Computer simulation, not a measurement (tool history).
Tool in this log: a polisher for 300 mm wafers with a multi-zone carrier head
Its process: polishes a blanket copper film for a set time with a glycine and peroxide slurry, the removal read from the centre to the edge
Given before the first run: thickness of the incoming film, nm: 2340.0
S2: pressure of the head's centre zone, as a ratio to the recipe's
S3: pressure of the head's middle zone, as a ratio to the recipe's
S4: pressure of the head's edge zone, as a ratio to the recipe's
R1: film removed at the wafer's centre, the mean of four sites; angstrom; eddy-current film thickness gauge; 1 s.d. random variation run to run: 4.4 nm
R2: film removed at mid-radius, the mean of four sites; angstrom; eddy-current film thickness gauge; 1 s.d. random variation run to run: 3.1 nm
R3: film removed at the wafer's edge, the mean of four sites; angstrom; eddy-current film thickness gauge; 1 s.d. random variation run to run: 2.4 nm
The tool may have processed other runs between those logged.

{"run": 1, "hour": 0.0, "flow of slurry (ml/min)": 150, "S2": 1, "S3": 1, "S4": 1, "polishing time (s)": 85, "R1": 5554.9, "R2": 5038.7, "R3": 5109.7}
{"run": 2, "hour": 5.5, "flow of slurry (ml/min)": 150, "S2": 1, "S3": 1, "S4": 1, "polishing time (s)": 103, "R1": 6677.7, "R2": 6231.3, "R3": 6173.1}
{"run": 3, "hour": 10.3, "flow of slurry (ml/min)": 135, "S2": 0.96, "S3": 1.01, "S4": 1, "polishing time (s)": 92, "R1": 5583.8, "R2": 5505.1, "R3": 5437.8}
{"run": 4, "hour": 12.8, "flow of slurry (ml/min)": 135, "S2": 0.96, "S3": 1.01, "S4": 0.94, "polishing time (s)": 92, "R1": 5732.6, "R2": 5502.9, "R3": 5221.9}
{"run": 5, "hour": 19.6, "flow of slurry (ml/min)": 125, "S2": 0.93, "S3": 1, "S4": 0.96, "polishing time (s)": 84, "R1": 4874.1, "R2": 4971.4, "R3": 4821}
{"run": 6, "hour": 22.7, "flow of slurry (ml/min)": 120, "S2": 0.9, "S3": 0.98, "S4": 0.95, "polishing time (s)": 78, "R1": 4288.5, "R2": 4548, "R3": 4442.8}
{"run": 7, "hour": 25.4, "flow of slurry (ml/min)": 115, "S2": 0.88, "S3": 0.95, "S4": 0.94, "polishing time (s)": 75, "R1": 4123, "R2": 4078.2, "R3": 4232.2}

Forecast run 8:
{"run": 8, "hour": 32.0, "flow of slurry (ml/min)": 110, "S2": 0.86, "S3": 0.95, "S4": 0.95, "polishing time (s)": 72, "R1": "?", "R2": "?", "R3": "?"}

{"run 8": {"R1": 3881.8, "R2": 4002.6, "R3": 4032.9}}
